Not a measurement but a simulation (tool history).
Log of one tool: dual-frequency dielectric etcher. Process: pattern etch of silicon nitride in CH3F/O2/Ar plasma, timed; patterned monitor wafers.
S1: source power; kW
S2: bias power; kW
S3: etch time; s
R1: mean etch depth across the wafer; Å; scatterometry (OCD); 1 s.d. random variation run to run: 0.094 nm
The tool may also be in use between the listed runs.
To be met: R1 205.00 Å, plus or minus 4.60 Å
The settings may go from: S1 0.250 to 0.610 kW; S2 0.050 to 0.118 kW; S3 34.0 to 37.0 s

run 1 hour=0.0 | S1=0.430 S2=0.084 S3=37.0 | R1=307.57
run 2 hour=7.3 | S1=0.360 S2=0.084 S3=37.0 | R1=280.54
run 3 hour=12.9 | S1=0.360 S2=0.084 S3=34.0 | R1=256.56
run 4 hour=17.0 | S1=0.360 S2=0.084 S3=37.0 | R1=277.74
run 5 hour=22.7 | S1=0.410 S2=0.084 S3=37.0 | R1=299.03
run 6 hour=26.9 | S1=0.340 S2=0.084 S3=37.0 | R1=268.88
run 7 hour=33.0 | S1=0.330 S2=0.081 S3=37.0 | R1=262.40
run 8 hour=41.2 | S1=0.330 S2=0.081 S3=37.0 | R1=260.85
run 9 hour=45.9 | S1=0.320 S2=0.079 S3=37.0 | R1=257.48
run 10 hour=48.8 | S1=0.250 S2=0.062 S3=34.0 | R1=180.45
run 11 hour=56.3 | S1=0.260 S2=0.062 S3=34.0 | R1=185.87

Which one of the following 4 next-run settings gets every result inside its allowed miss? There is exactly one.
run A hour=63.8 | S1=0.280 S2=0.066 S3=34.5 | R1=?
run B hour=63.8 | S1=0.260 S2=0.060 S3=35.0 | R1=?
run C hour=63.8 | S1=0.300 S2=0.058 S3=37.0 | R1=?
run D hour=63.8 | S1=0.260 S2=0.064 S3=35.0 | R1=?

move=A R1=203.31
move=B R1=188.99
move=C R1=216.39
move=D R1=193.97
A: in spec on every target
B: closer than the last run, but not yet in spec
C: carries the result that was furthest off beyond its target, to the other side
D: closer than the last run, but not yet in spec
Go with A: it meets all targets.
